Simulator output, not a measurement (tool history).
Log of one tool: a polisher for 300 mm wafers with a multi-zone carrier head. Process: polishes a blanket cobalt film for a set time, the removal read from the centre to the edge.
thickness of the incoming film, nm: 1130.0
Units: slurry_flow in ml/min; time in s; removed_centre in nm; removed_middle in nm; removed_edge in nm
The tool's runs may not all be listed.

{"run": 1, "day": 0.0, "slurry_flow": 280, "centre_zone": 1.0, "middle_zone": 1.0, "edge_zone": 1.0, "time": 38, "removed_centre": 143.39, "removed_middle": 147.17, "removed_edge": 146.63}
{"run": 2, "day": 0.05, "slurry_flow": 280, "centre_zone": 1.0, "middle_zone": 1.0, "edge_zone": 1.03, "time": 38, "removed_centre": 144.13, "removed_middle": 145.03, "removed_edge": 149.44}
{"run": 3, "day": 0.317, "slurry_flow": 280, "centre_zone": 1.01, "middle_zone": 0.99, "edge_zone": 1.07, "time": 41, "removed_centre": 156.4, "removed_middle": 157.29, "removed_edge": 163.79}
{"run": 4, "day": 0.65, "slurry_flow": 280, "centre_zone": 0.94, "middle_zone": 0.99, "edge_zone": 1.07, "time": 41, "removed_centre": 145.59, "removed_middle": 152.95, "removed_edge": 163.61}
{"run": 5, "day": 0.742, "slurry_flow": 280, "centre_zone": 0.94, "middle_zone": 1.07, "edge_zone": 1.07, "time": 41, "removed_centre": 146.69, "removed_middle": 165.61, "removed_edge": 166.63}
{"run": 6, "day": 0.925, "slurry_flow": 280, "centre_zone": 0.94, "middle_zone": 1.14, "edge_zone": 1.07, "time": 41, "removed_centre": 145.97, "removed_middle": 172.62, "removed_edge": 163.23}
{"run": 7, "day": 0.954, "slurry_flow": 285, "centre_zone": 0.97, "middle_zone": 1.07, "edge_zone": 1.1, "time": 43, "removed_centre": 158.77, "removed_middle": 177.34, "removed_edge": 174.13}
{"run": 8, "day": 1.275, "slurry_flow": 270, "centre_zone": 0.99, "middle_zone": 1.0, "edge_zone": 1.12, "time": 45, "removed_centre": 167.81, "removed_middle": 174.57, "removed_edge": 182.48}
{"run": 9, "day": 1.629, "slurry_flow": 290, "centre_zone": 1.0, "middle_zone": 0.95, "edge_zone": 1.14, "time": 47, "removed_centre": 179.83, "removed_middle": 170.76, "removed_edge": 194.98}
{"run": 10, "day": 1.867, "slurry_flow": 310, "centre_zone": 1.01, "middle_zone": 0.95, "edge_zone": 1.15, "time": 48, "removed_centre": 185.55, "removed_middle": 176.16, "removed_edge": 201.51}
{"run": 11, "day": 2.196, "slurry_flow": 310, "centre_zone": 1.01, "middle_zone": 0.95, "edge_zone": 1.15, "time": 48, "removed_centre": 184.85, "removed_middle": 176.03, "removed_edge": 200.85}
{"run": 12, "day": 2.308, "slurry_flow": 315, "centre_zone": 1.02, "middle_zone": 0.94, "edge_zone": 1.16, "time": 49, "removed_centre": 191.27, "removed_middle": 181.94, "removed_edge": 205.32}
{"run": 13, "day": 2.621, "slurry_flow": 315, "centre_zone": 1.03, "middle_zone": 0.92, "edge_zone": 1.17, "time": 50, "removed_centre": 197.14, "removed_middle": 181.45, "removed_edge": 210.84}
{"run": 14, "day": 2.783, "slurry_flow": 320, "centre_zone": 1.03, "middle_zone": 0.91, "edge_zone": 1.18, "time": 51, "removed_centre": 201.72, "removed_middle": 182.07, "removed_edge": 217.59}
{"run": 15, "day": 3.046, "slurry_flow": 320, "centre_zone": 1.04, "middle_zone": 0.91, "edge_zone": 1.18, "time": 51, "removed_centre": 201.86, "removed_middle": 182.73, "removed_edge": 214.35}
{"run": 16, "day": 3.358, "slurry_flow": 325, "centre_zone": 1.04, "middle_zone": 0.9, "edge_zone": 1.18, "time": 51, "removed_centre": 204.0, "removed_middle": 177.27, "removed_edge": 217.99}

The next listed run, before its measurement:
{"run": 17, "day": 3.725, "slurry_flow": 330, "centre_zone": 1.04, "middle_zone": 0.9, "edge_zone": 1.18, "time": 51, "removed_centre": "?", "removed_middle": "?", "removed_edge": "?"}

removed_centre: 203.26 nm
removed_middle: 178.65 nm
removed_edge: 223.46 nm

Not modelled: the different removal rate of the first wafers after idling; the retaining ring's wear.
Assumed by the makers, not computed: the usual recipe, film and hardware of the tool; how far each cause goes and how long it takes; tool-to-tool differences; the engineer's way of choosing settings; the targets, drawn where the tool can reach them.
